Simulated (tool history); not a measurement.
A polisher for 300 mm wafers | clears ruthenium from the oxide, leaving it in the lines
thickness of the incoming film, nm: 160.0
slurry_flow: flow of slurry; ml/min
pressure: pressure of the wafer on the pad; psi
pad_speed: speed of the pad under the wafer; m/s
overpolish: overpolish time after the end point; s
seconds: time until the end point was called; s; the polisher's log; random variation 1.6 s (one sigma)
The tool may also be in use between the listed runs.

run	hour	slurry_flow	pressure	pad_speed	overpolish	seconds
1	0.0	290	1.8	1.10	6	113.890
2	2.1	345	1.8	1.10	6	116.570
3	7.2	345	1.9	1.10	6	108.010
4	11.8	345	2.2	1.12	6	93.011
5	15.2	345	2.2	1.12	4	96.475
6	16.2	345	2.2	1.12	6	91.454
7	21.4	345	2.3	1.14	6	88.059

Forecast run 8:
8	29.8	345	2.3	1.14	6	?

seconds: 90.567 s
